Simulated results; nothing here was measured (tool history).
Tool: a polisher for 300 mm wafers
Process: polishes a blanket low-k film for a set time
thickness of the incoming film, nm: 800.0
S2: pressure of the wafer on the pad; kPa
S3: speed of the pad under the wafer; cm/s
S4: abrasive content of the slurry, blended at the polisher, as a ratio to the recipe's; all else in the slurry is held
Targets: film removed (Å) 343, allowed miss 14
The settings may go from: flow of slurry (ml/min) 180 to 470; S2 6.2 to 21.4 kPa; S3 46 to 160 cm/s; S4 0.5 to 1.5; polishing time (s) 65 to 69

{"run": 1, "hour": 0.0, "flow of slurry (ml/min)": 300, "S2": 13.8, "S3": 102, "S4": 1, "polishing time (s)": 65, "film removed (Å)": 232.79}
{"run": 2, "hour": 2.8, "flow of slurry (ml/min)": 330, "S2": 13.8, "S3": 102, "S4": 1, "polishing time (s)": 65, "film removed (Å)": 228.56}
{"run": 3, "hour": 3.9, "flow of slurry (ml/min)": 355, "S2": 13.8, "S3": 102, "S4": 1, "polishing time (s)": 65, "film removed (Å)": 231.84}
{"run": 4, "hour": 9.1, "flow of slurry (ml/min)": 355, "S2": 15.2, "S3": 102, "S4": 1, "polishing time (s)": 65, "film removed (Å)": 255.71}
{"run": 5, "hour": 13.9, "flow of slurry (ml/min)": 355, "S2": 15.9, "S3": 102, "S4": 1, "polishing time (s)": 65, "film removed (Å)": 269.14}
{"run": 6, "hour": 19.3, "flow of slurry (ml/min)": 355, "S2": 13.8, "S3": 102, "S4": 1, "polishing time (s)": 65, "film removed (Å)": 234.26}
{"run": 7, "hour": 22.3, "flow of slurry (ml/min)": 355, "S2": 15.2, "S3": 102, "S4": 1, "polishing time (s)": 65, "film removed (Å)": 260.56}
{"run": 8, "hour": 27.5, "flow of slurry (ml/min)": 355, "S2": 15.9, "S3": 102, "S4": 1, "polishing time (s)": 65, "film removed (Å)": 263.96}
{"run": 9, "hour": 29.8, "flow of slurry (ml/min)": 355, "S2": 16.5, "S3": 102, "S4": 1, "polishing time (s)": 65, "film removed (Å)": 277.48}
{"run": 10, "hour": 32.1, "flow of slurry (ml/min)": 355, "S2": 17.2, "S3": 102, "S4": 1, "polishing time (s)": 65, "film removed (Å)": 290.84}
{"run": 11, "hour": 38.2, "flow of slurry (ml/min)": 355, "S2": 17.9, "S3": 102, "S4": 1, "polishing time (s)": 65, "film removed (Å)": 306.45}
{"run": 12, "hour": 46.7, "flow of slurry (ml/min)": 355, "S2": 18.6, "S3": 102, "S4": 1, "polishing time (s)": 65, "film removed (Å)": 312.8}
{"run": 13, "hour": 50.6, "flow of slurry (ml/min)": 355, "S2": 19.3, "S3": 102, "S4": 1, "polishing time (s)": 65, "film removed (Å)": 327.41}

Which of these 4 next moves meets every target?
{"run": "A", "hour": 54.5, "flow of slurry (ml/min)": 440, "S2": 20.7, "S3": 80, "S4": 1.15, "polishing time (s)": 66, "film removed (Å)": "?"}
{"run": "B", "hour": 54.5, "flow of slurry (ml/min)": 395, "S2": 20, "S3": 104, "S4": 1.05, "polishing time (s)": 69, "film removed (Å)": "?"}
{"run": "C", "hour": 54.5, "flow of slurry (ml/min)": 335, "S2": 20, "S3": 104, "S4": 0.9, "polishing time (s)": 69, "film removed (Å)": "?"}
{"run": "D", "hour": 54.5, "flow of slurry (ml/min)": 415, "S2": 19.3, "S3": 92, "S4": 0.9, "polishing time (s)": 69, "film removed (Å)": "?"}

move=A film_removed_(Å)=322.14
move=B film_removed_(Å)=379.57
move=C film_removed_(Å)=340.37
move=D film_removed_(Å)=302.89
A: further off than the last run
B: takes the result that was furthest off past its target
C: meets every target
D: further off than the last run
Answer: C
